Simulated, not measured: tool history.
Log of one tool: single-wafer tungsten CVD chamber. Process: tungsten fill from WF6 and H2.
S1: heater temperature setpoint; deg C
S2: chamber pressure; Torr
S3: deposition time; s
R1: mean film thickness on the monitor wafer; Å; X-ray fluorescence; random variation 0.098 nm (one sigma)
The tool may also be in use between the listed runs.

{"run": 1, "day": 0.0, "S1": 385, "S2": 34.2, "S3": 21.4, "R1": 450.45}
{"run": 2, "day": 0.096, "S1": 385, "S2": 34.2, "S3": 21.4, "R1": 451.05}
{"run": 3, "day": 0.421, "S1": 383, "S2": 34.1, "S3": 21.4, "R1": 433.52}
{"run": 4, "day": 0.467, "S1": 383, "S2": 31.8, "S3": 21.4, "R1": 421.01}
{"run": 5, "day": 0.65, "S1": 383, "S2": 29.1, "S3": 21.4, "R1": 407.77}
{"run": 6, "day": 0.762, "S1": 382, "S2": 29.0, "S3": 21.4, "R1": 399.27}

The next listed run, before its measurement:
{"run": 7, "day": 1.042, "S1": 381, "S2": 28.9, "S3": 21.4, "R1": "?"}

R1: 391.85 Å
